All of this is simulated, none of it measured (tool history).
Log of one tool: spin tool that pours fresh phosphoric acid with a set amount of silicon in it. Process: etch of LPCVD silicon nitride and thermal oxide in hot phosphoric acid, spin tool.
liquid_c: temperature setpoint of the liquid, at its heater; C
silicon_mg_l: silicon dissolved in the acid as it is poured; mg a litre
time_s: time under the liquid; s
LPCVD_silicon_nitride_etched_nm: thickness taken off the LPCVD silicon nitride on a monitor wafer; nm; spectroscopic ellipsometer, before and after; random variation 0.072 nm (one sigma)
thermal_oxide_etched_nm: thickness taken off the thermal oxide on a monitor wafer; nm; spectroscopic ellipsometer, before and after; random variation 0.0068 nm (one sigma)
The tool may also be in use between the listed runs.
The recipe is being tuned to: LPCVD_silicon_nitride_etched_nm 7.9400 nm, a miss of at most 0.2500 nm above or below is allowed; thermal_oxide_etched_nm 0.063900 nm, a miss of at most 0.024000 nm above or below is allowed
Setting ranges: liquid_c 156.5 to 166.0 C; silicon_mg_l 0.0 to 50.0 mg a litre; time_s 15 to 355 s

run	day	liquid_c	silicon_mg_l	time_s	LPCVD_silicon_nitride_etched_nm	thermal_oxide_etched_nm
1	0.000	161.0	29.0	180	12.8290	0.200840
2	0.242	161.0	45.0	180	13.1170	0.094772
3	0.346	161.0	32.0	180	12.9040	0.201770
4	0.467	160.5	33.0	175	12.3850	0.167380
5	0.542	160.5	33.0	220	15.7750	0.231790
6	0.758	160.5	33.0	170	12.0480	0.194650
7	1.067	160.5	35.0	160	11.2700	0.137110
# day 1.167: thermometer replaced
8	1.167	160.0	35.5	155	11.4270	0.148360
9	1.483	160.0	36.5	145	10.6520	0.132240
10	1.538	160.0	37.5	140	10.1860	0.128090
11	1.896	160.0	38.5	135	9.8565	0.140150
12	2.096	157.5	50.0	110	7.4129	0.064677
13	2.146	158.0	50.0	110	7.4296	0.055266
14	2.229	158.0	49.5	110	7.4885	0.059917
15	2.558	158.5	49.0	110	7.6379	0.056953

Below are 5 possible settings for the next run. Only one of them brings all results inside the allowed miss of their targets. Which is it?
A	2.888	156.5	45.5	110	?	?
B	2.888	157.5	50.0	110	?	?
C	2.888	158.0	50.0	105	?	?
D	2.888	157.5	41.5	110	?	?
E	2.888	159.5	44.0	110	?	?

move	LPCVD_silicon_nitride_etched_nm	thermal_oxide_etched_nm
A	7.1171	0.054281
B	7.3636	0.058516
C	7.1492	0.057987
D	7.3636	0.075595
E	7.8789	0.071509
A: its largest miss is bigger than the last run's
B: its largest miss is bigger than the last run's
C: its largest miss is bigger than the last run's
D: its largest miss is bigger than the last run's
E: each result inside its tolerance
Move E is the one to make.

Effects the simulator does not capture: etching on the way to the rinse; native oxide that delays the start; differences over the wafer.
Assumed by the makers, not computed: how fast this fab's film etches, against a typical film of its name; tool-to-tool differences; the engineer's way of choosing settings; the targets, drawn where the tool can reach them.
